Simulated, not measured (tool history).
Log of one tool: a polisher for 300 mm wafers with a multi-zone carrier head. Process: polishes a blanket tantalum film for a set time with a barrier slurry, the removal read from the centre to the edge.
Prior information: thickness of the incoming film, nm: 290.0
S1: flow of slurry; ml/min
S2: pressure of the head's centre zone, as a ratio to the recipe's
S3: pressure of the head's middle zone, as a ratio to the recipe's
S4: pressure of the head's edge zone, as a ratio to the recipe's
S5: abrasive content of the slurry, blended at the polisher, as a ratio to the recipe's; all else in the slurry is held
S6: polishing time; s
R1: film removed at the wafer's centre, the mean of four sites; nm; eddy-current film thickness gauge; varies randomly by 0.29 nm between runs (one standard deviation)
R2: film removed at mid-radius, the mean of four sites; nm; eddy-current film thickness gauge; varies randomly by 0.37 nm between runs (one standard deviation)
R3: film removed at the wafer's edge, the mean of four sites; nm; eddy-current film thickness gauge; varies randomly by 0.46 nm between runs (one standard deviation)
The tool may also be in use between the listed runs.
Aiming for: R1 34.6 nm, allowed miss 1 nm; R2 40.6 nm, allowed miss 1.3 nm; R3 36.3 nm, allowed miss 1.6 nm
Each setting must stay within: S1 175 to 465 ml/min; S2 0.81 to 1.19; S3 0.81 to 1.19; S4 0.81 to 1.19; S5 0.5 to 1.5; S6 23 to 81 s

| run | hour | S1 | S2 | S3 | S4 | S5 | S6 | R1 | R2 | R3 |
|---|---|---|---|---|---|---|---|---|---|---|
| 1 | 0 | 295 | 1 | 1 | 1 | 1 | 52 | 55.842 | 56.436 | 55.224 |
| 2 | 7.5 | 295 | 0.98 | 1 | 0.98 | 0.95 | 51 | 52.11 | 55.496 | 53.522 |
| 3 | 10.4 | 295 | 0.98 | 1 | 0.97 | 0.9 | 49 | 49.614 | 51.738 | 49.747 |
| 4 | 15.6 | 295 | 0.98 | 0.95 | 0.97 | 0.9 | 49 | 49.589 | 49.308 | 49.485 |
| 5 | 19.8 | 295 | 0.98 | 0.95 | 0.97 | 1 | 49 | 51.522 | 51.149 | 52.288 |
| 6 | 24 | 295 | 0.98 | 0.9 | 0.97 | 1 | 49 | 51.434 | 49.061 | 50.61 |
|  | 32.7 | worn pad replaced by a new one |
| 7 | 32.7 | 295 | 0.97 | 0.91 | 0.95 | 0.95 | 48 | 52.043 | 50.583 | 52.407 |
| 8 | 40.5 | 340 | 0.98 | 1.01 | 1.05 | 1.2 | 34 | 40.364 | 42.676 | 41.7 |
| 9 | 47.9 | 355 | 0.91 | 1.06 | 0.95 | 0.95 | 32 | 33.791 | 39.439 | 35.491 |

5 candidate next runs follow, results not yet known. Just one meets every target within its allowed miss. Identify it.
| A | 55.3 | 275 | 0.93 | 1.09 | 0.94 | 0.9 | 34 | ? | ? | ? |
| B | 55.3 | 410 | 0.9 | 1.06 | 1.02 | 0.95 | 31 | ? | ? | ? |
| C | 55.3 | 400 | 0.86 | 1.06 | 1.09 | 0.9 | 33 | ? | ? | ? |
| D | 55.3 | 300 | 0.91 | 0.92 | 0.92 | 0.9 | 35 | ? | ? | ? |
| E | 55.3 | 355 | 0.99 | 1.04 | 0.92 | 0.9 | 31 | ? | ? | ? |

| move | R1 | R2 | R3 |
|---|---|---|---|
| A | 34.868 | 40.837 | 35.908 |
| B | 32.622 | 38.418 | 35.391 |
| C | 32.524 | 40.113 | 37.955 |
| D | 35.453 | 36.79 | 37.026 |
| E | 34.832 | 36.7 | 33.149 |
A: in spec on every target
B: the biggest miss grows against the last run
C: the furthest-off result lands on target, but another misses its tolerance
D: the biggest miss grows against the last run
E: the biggest miss grows against the last run
The move that meets every target is A.
